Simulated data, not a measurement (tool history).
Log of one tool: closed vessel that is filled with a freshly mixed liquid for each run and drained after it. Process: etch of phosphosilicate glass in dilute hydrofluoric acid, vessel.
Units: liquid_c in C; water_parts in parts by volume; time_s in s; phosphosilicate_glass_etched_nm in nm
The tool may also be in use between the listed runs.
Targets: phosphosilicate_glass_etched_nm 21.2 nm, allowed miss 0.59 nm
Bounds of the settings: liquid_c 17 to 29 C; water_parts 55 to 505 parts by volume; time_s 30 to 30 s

| run | hour | liquid_c | water_parts | time_s | phosphosilicate_glass_etched_nm |
|---|---|---|---|---|---|
| 1 | 0 | 21 | 280 | 30 | 12.012 |
| 2 | 5.4 | 23.5 | 255 | 30 | 14.79 |
| 3 | 10.7 | 23.5 | 255 | 30 | 14.647 |
| 4 | 18.1 | 23.5 | 255 | 30 | 14.535 |
| 5 | 20.3 | 23.5 | 255 | 30 | 14.616 |
| 6 | 25.7 | 25 | 240 | 30 | 16.943 |
| 7 | 34.2 | 26.5 | 235 | 30 | 18.222 |
| 8 | 38.6 | 27.5 | 230 | 30 | 19.32 |
| 9 | 43.5 | 28 | 225 | 30 | 20.351 |
| 10 | 48.3 | 28.5 | 225 | 30 | 20.329 |

Which of these 4 next moves meets every target?
| A | 53.1 | 28 | 230 | 30 | ? |
| B | 53.1 | 27 | 210 | 30 | ? |
| C | 53.1 | 26 | 220 | 30 | ? |
| D | 53.1 | 29 | 235 | 30 | ? |

| move | phosphosilicate_glass_etched_nm |
|---|---|
| A | 19.958 |
| B | 21.623 |
| C | 19.702 |
| D | 20.083 |
A: further off than the last run
B: meets every target
C: further off than the last run
D: further off than the last run
The right move is B.
